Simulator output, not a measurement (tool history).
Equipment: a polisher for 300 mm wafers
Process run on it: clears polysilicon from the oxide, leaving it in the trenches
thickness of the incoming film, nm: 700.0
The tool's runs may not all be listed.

run    day  flow of slurry (ml/min)  pressure of the wafer on the pad (psi)  speed of the pad under the wafer (m/s)  overpolish time after the end point (s)  time until the end point was called (s)  dishing of a wide line in a test structure (angstrom)
  1  0.000                      125                                     3.3                                    0.76                                       13                                   55.903                                                 717.89
  2  0.154                      120                                     3.0                                    0.76                                       14                                   62.051                                                 672.91
  3  0.367                      120                                     3.0                                    0.76                                        9                                   61.972                                                 574.65
  4  0.479                      120                                     3.5                                    0.76                                        9                                   54.072                                                 605.22
  5  0.529                      115                                     3.2                                    0.76                                       11                                   58.553                                                 661.61
  6  0.746                      110                                     2.9                                    0.76                                       12                                   65.194                                                 661.49
  7  0.804                      105                                     2.7                                    0.76                                       12                                   70.674                                                 613.28
  8  0.933                       95                                     1.7                                    0.72                                       18                                  117.940                                                 599.40
  9  1.038                      100                                     1.7                                    0.72                                       18                                  115.360                                                 566.15

What does the tool deliver on the next run?
 10  1.317                      100                                     1.7                                    0.72                                       19                                        ?                                                      ?

time until the end point was called (s): 114.990
dishing of a wide line in a test structure (angstrom): 604.17
